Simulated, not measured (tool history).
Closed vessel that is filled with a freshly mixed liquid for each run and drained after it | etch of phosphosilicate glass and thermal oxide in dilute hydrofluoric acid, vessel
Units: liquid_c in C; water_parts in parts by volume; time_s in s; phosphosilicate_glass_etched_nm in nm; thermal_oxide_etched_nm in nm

run  hour  liquid_c  water_parts  time_s  phosphosilicate_glass_etched_nm  thermal_oxide_etched_nm
  1   0.0      24.0          285      60                          18.3560                  0.85403
  2   8.4      24.0          285      40                          12.0660                  0.56171
  3   9.3      22.5          295      40                          11.0650                  0.51894
  4  15.8      21.0          305      40                           9.8971                  0.45905
  5  24.0      20.0          310      40                           9.4214                  0.44060
  6  32.6      19.5          315      40                           9.1421                  0.42899
  7  36.9      19.0          320      40                           8.7880                  0.43082
  8  41.8      18.5          325      40                           8.3896                  0.38397

Estimate the outcome of run 9 from the log above:
  9  42.9      18.0          325      40                                ?                        ?

Run 9 gave phosphosilicate_glass_etched_nm 8.2925 nm, thermal_oxide_etched_nm 0.39786 nm.

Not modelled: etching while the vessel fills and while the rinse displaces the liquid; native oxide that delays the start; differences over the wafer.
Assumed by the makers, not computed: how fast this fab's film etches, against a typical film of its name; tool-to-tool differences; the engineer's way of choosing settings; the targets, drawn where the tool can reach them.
